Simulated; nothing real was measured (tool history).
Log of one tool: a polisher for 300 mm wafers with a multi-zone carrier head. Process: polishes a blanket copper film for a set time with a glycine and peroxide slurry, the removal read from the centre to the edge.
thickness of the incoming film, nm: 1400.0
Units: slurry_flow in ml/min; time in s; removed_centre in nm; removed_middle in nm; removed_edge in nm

run  hour  slurry_flow  centre_zone  middle_zone  edge_zone  time  removed_centre  removed_middle  removed_edge
  1     0          275            1            1          1    73          372.14           376.7        368.03
  2     3          270            1         0.97       0.98    68           348.3          341.12        336.63
  3   9.7          220            1         0.97       0.98    68          335.32          333.35        331.61
  4  12.7          220            1         0.97       0.91    68          335.99          332.79         322.9
  5  15.3          220            1         0.97       0.86    68          337.42          332.25        314.01
  6  21.3          220            1         0.94       0.86    64          314.85          302.23        296.89
  7    26          220            1         0.92       0.86    61          297.43          286.02        277.33
  8  34.7          210         1.01          0.9       0.88    58          293.51          265.29        268.22
  9  38.4          205            1         0.88       0.88    56          276.72          251.31        257.27

The next listed run, before its measurement:
 10  41.6          200            1         0.87       0.88    55               ?               ?             ?

{"run 10": {"removed_centre": 267.92, "removed_middle": 242.81, "removed_edge": 253.82}}

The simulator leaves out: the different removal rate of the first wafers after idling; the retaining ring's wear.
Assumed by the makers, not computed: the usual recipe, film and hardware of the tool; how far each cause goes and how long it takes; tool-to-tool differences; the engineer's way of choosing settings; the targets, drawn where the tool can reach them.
